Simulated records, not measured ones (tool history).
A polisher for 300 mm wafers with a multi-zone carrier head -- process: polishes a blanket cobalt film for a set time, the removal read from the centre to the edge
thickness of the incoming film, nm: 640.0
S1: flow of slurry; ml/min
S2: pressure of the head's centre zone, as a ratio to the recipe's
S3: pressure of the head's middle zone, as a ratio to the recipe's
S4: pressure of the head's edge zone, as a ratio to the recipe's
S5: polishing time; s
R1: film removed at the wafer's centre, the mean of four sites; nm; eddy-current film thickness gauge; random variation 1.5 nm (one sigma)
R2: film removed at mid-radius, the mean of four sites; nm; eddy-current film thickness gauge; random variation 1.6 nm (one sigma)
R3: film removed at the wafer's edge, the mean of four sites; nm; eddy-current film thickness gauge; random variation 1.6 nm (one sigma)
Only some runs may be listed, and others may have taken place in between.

| run | day | S1 | S2 | S3 | S4 | S5 | R1 | R2 | R3 |
|---|---|---|---|---|---|---|---|---|---|
| 1 | 0 | 125 | 1 | 1 | 1 | 76 | 205.68 | 206.99 | 202.78 |
| 2 | 0.262 | 125 | 1 | 1 | 1.07 | 76 | 208.66 | 205.76 | 209.82 |
| 3 | 0.288 | 120 | 0.99 | 0.99 | 1.05 | 68 | 186.59 | 183.24 | 185.27 |
| 4 | 0.542 | 120 | 1.03 | 0.99 | 1.05 | 68 | 185.91 | 183.68 | 184.38 |
| 5 | 0.646 | 120 | 1.03 | 0.99 | 1.05 | 52 | 143.31 | 140.75 | 139.22 |
| 6 | 0.762 | 115 | 1.01 | 0.99 | 1.05 | 50 | 136.13 | 136.32 | 133.45 |

Run 7 has not been measured yet. What should we expect?
| 7 | 0.925 | 110 | 0.99 | 0.98 | 1.05 | 49 | ? | ? | ? |

Run 7 yielded R1 132.49 nm, R2 128.47 nm, R3 129.99 nm.

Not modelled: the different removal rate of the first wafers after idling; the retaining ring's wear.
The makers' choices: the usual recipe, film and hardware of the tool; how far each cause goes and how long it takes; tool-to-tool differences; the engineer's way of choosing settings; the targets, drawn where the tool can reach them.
